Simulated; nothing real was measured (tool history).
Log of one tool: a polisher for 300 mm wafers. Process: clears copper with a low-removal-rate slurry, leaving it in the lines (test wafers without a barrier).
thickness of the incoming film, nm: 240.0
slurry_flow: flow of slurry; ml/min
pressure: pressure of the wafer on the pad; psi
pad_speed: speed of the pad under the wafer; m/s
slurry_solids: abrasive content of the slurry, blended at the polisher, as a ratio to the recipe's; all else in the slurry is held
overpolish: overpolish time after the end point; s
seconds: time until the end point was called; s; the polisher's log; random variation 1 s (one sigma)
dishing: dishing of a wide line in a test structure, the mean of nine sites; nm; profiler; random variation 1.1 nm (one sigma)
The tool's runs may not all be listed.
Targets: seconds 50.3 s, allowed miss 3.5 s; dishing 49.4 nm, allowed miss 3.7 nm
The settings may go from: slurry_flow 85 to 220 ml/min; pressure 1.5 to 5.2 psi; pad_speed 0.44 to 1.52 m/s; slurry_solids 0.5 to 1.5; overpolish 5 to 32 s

run 1 hour=0 | slurry_flow=140 pressure=3.3 pad_speed=0.98 slurry_solids=1 overpolish=16 | seconds=87.914 dishing=33.512
run 2 hour=6.5 | slurry_flow=155 pressure=3.3 pad_speed=0.98 slurry_solids=1 overpolish=16 | seconds=83.954 dishing=34.241
run 3 hour=7.6 | slurry_flow=155 pressure=3.3 pad_speed=0.98 slurry_solids=1 overpolish=20 | seconds=84.286 dishing=40.603
run 4 hour=12 | slurry_flow=160 pressure=3.7 pad_speed=1 slurry_solids=1 overpolish=19 | seconds=74.413 dishing=43.302
run 5 hour=21 | slurry_flow=185 pressure=3.7 pad_speed=1 slurry_solids=1 overpolish=19 | seconds=70.614 dishing=45.129
run 6 hour=26 | slurry_flow=160 pressure=3.7 pad_speed=1 slurry_solids=1 overpolish=19 | seconds=73.682 dishing=42.616
run 7 hour=32.5 | slurry_flow=165 pressure=4 pad_speed=1 slurry_solids=1 overpolish=18 | seconds=67.717 dishing=45.773
-- hour=33.1 slurry nozzle cleaned
run 8 hour=33.1 | slurry_flow=170 pressure=4.2 pad_speed=1.02 slurry_solids=1 overpolish=17 | seconds=58.635 dishing=50.016

Which of these 4 next moves meets every target?
run A hour=33.7 | slurry_flow=185 pressure=3.9 pad_speed=1.24 slurry_solids=0.95 overpolish=15 | seconds=? dishing=?
run B hour=33.7 | slurry_flow=150 pressure=4.8 pad_speed=0.82 slurry_solids=0.9 overpolish=21 | seconds=? dishing=?
run C hour=33.7 | slurry_flow=170 pressure=3.8 pad_speed=0.84 slurry_solids=1.05 overpolish=25 | seconds=? dishing=?
run D hour=33.7 | slurry_flow=145 pressure=4.5 pad_speed=1 slurry_solids=0.95 overpolish=22 | seconds=? dishing=?

move=A seconds=52.543 dishing=48.826
move=B seconds=67.309 dishing=52.94
move=C seconds=78.114 dishing=53.431
move=D seconds=58.949 dishing=60.744
A: meets every target
B: further off than the last run
C: further off than the last run
D: further off than the last run
Answer: A

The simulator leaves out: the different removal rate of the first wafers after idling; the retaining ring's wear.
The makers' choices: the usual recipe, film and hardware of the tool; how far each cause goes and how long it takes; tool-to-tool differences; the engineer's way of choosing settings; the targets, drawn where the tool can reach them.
